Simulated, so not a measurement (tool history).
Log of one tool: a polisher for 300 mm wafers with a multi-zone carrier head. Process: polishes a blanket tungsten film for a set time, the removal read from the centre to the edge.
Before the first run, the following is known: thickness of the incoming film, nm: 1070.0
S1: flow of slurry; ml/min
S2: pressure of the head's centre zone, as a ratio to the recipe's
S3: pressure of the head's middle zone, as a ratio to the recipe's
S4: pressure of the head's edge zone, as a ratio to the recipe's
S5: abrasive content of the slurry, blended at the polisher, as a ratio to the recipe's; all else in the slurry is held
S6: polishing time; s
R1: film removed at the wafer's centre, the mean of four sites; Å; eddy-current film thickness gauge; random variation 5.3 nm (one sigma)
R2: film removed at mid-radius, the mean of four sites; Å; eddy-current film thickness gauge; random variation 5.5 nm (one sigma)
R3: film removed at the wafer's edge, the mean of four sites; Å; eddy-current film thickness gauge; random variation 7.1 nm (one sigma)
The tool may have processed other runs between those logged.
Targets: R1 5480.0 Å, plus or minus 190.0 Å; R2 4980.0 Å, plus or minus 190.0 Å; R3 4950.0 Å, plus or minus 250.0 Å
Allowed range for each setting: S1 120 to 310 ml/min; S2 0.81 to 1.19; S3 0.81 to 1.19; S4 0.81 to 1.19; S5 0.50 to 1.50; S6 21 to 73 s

{"run": 1, "hour": 0.0, "S1": 200, "S2": 1.0, "S3": 1.0, "S4": 1.0, "S5": 1.0, "S6": 47, "R1": 4305.6, "R2": 4303.9, "R3": 4399.6}
{"run": 2, "hour": 7.2, "S1": 200, "S2": 1.0, "S3": 1.0, "S4": 1.0, "S5": 1.1, "S6": 47, "R1": 4373.6, "R2": 4240.9, "R3": 4393.8}
{"run": 3, "hour": 13.7, "S1": 210, "S2": 1.03, "S3": 1.03, "S4": 1.02, "S5": 1.15, "S6": 48, "R1": 4708.2, "R2": 4564.7, "R3": 4584.7}
{"run": 4, "hour": 14.2, "S1": 220, "S2": 1.05, "S3": 1.04, "S4": 1.04, "S5": 1.2, "S6": 48, "R1": 4865.7, "R2": 4670.7, "R3": 4670.6}
{"run": 5, "hour": 18.8, "S1": 230, "S2": 1.07, "S3": 1.04, "S4": 1.05, "S5": 1.25, "S6": 48, "R1": 5031.4, "R2": 4801.2, "R3": 4814.2}
{"run": 6, "hour": 26.3, "S1": 240, "S2": 1.09, "S3": 1.04, "S4": 1.05, "S5": 1.25, "S6": 48, "R1": 5120.5, "R2": 4768.4, "R3": 4777.6}
{"run": 7, "hour": 27.3, "S1": 245, "S2": 1.1, "S3": 1.05, "S4": 1.06, "S5": 1.3, "S6": 48, "R1": 5238.9, "R2": 4843.6, "R3": 4829.5}
{"run": 8, "hour": 32.2, "S1": 245, "S2": 1.1, "S3": 1.05, "S4": 1.06, "S5": 1.3, "S6": 48, "R1": 5109.3, "R2": 4829.3, "R3": 4821.0}

Consider the 5 candidate settings below. Which is the only one whose results all fall within their allowed miss of target?
{"run": "A", "hour": 37.1, "S1": 205, "S2": 1.11, "S3": 1.03, "S4": 1.02, "S5": 1.3, "S6": 51, "R1": "?", "R2": "?", "R3": "?"}
{"run": "B", "hour": 37.1, "S1": 225, "S2": 1.05, "S3": 0.98, "S4": 1.08, "S5": 1.5, "S6": 47, "R1": "?", "R2": "?", "R3": "?"}
{"run": "C", "hour": 37.1, "S1": 255, "S2": 0.95, "S3": 0.97, "S4": 1.19, "S5": 1.5, "S6": 47, "R1": "?", "R2": "?", "R3": "?"}
{"run": "D", "hour": 37.1, "S1": 225, "S2": 1.06, "S3": 1.09, "S4": 1.07, "S5": 1.35, "S6": 46, "R1": "?", "R2": "?", "R3": "?"}
{"run": "E", "hour": 37.1, "S1": 280, "S2": 0.95, "S3": 1.02, "S4": 1.1, "S5": 1.5, "S6": 49, "R1": "?", "R2": "?", "R3": "?"}

move=A R1=5493.3 R2=4966.1 R3=5068.5
move=B R1=5014.8 R2=4593.0 R3=5015.0
move=C R1=4610.9 R2=4625.3 R3=5332.3
move=D R1=4840.5 R2=4802.3 R3=4761.8
move=E R1=4863.5 R2=5083.3 R3=5376.1
A: in spec on every target
B: further off than the last run
C: further off than the last run
D: further off than the last run
E: further off than the last run
Go with A: it meets all targets.
